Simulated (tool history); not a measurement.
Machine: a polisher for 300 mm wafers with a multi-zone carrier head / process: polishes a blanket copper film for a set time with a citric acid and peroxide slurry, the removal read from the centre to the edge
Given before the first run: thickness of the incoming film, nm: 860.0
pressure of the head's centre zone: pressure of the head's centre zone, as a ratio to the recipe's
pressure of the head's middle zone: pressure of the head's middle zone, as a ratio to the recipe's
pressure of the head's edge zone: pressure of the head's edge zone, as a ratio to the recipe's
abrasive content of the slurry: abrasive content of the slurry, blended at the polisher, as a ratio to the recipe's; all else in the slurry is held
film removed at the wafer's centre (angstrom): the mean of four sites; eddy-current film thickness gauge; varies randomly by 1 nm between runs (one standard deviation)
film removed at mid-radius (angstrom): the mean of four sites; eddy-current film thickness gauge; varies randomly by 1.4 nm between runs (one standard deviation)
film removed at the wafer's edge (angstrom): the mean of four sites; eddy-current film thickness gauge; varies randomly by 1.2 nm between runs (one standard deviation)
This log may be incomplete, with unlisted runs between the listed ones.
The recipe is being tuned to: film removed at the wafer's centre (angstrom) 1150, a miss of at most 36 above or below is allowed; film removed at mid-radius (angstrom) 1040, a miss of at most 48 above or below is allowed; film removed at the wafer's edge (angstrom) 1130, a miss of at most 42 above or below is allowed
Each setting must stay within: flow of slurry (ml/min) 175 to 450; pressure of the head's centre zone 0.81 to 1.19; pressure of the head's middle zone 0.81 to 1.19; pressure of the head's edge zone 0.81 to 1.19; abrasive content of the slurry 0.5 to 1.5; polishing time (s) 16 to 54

| run | hour | flow of slurry (ml/min) | pressure of the head's centre zone | pressure of the head's middle zone | pressure of the head's edge zone | abrasive content of the slurry | polishing time (s) | film removed at the wafer's centre (angstrom) | film removed at mid-radius (angstrom) | film removed at the wafer's edge (angstrom) |
|---|---|---|---|---|---|---|---|---|---|---|
| 1 | 0 | 290 | 1 | 1 | 1 | 1 | 35 | 829.94 | 816.54 | 830.03 |
| 2 | 2.7 | 290 | 1.01 | 1 | 1.02 | 1.05 | 36 | 873.49 | 862.84 | 851.78 |
| 3 | 4.5 | 290 | 1.01 | 1 | 1.02 | 1.15 | 36 | 893.87 | 872.54 | 882.76 |
| 4 | 9.6 | 290 | 1.01 | 0.99 | 1.03 | 1.2 | 37 | 926.12 | 909.33 | 918.59 |
| 5 | 10.6 | 255 | 1.01 | 0.99 | 1.03 | 1.2 | 37 | 899.75 | 887.26 | 905.78 |
| 6 | 18.5 | 205 | 1.01 | 0.99 | 1.03 | 1.2 | 37 | 883.84 | 879.11 | 873.89 |
| 7 | 24.3 | 285 | 1.11 | 1.05 | 1.13 | 1.45 | 38 | 1082.5 | 984.6 | 1033.8 |
| 8 | 25.2 | 290 | 1.11 | 1.05 | 1.14 | 1.45 | 38 | 1104 | 967.98 | 1044.5 |
| 9 | 29.3 | 295 | 1.11 | 1.06 | 1.15 | 1.45 | 38 | 1080.4 | 1012.9 | 1019.1 |
| 10 | 34.5 | 295 | 1.11 | 1.05 | 1.15 | 1.45 | 38 | 1082.7 | 991.17 | 1046.1 |
| 11 | 39 | 300 | 1.11 | 1.05 | 1.16 | 1.45 | 38 | 1093.1 | 1014.6 | 1026.6 |

5 candidate next runs follow, results not yet known. Just one meets every target within its allowed miss. Identify it.
| A | 43.5 | 370 | 1.15 | 1.06 | 1.19 | 1.3 | 39 | ? | ? | ? |
| B | 43.5 | 205 | 1.1 | 1.03 | 1.16 | 1.4 | 43 | ? | ? | ? |
| C | 43.5 | 285 | 1.19 | 1.14 | 1.19 | 1.2 | 39 | ? | ? | ? |
| D | 43.5 | 250 | 1.16 | 1 | 1.19 | 1.2 | 44 | ? | ? | ? |
| E | 43.5 | 240 | 1.16 | 1.05 | 1.11 | 1.4 | 40 | ? | ? | ? |

| move | film removed at the wafer's centre (angstrom) | film removed at mid-radius (angstrom) | film removed at the wafer's edge (angstrom) |
|---|---|---|---|
| A | 1140.1 | 1044 | 1049 |
| B | 1139.4 | 1075.1 | 1106.5 |
| C | 1128.2 | 1055.1 | 1011.1 |
| D | 1220.8 | 1068.5 | 1129.9 |
| E | 1142.6 | 1035.4 | 1023.8 |
A: closes in on the targets versus the last run, not all within tolerance yet
B: each result inside its tolerance
C: further off than the last run
D: gets the furthest-off result to its target, but another result is out of tolerance
E: as far off as the last run
The move that meets every target is B.
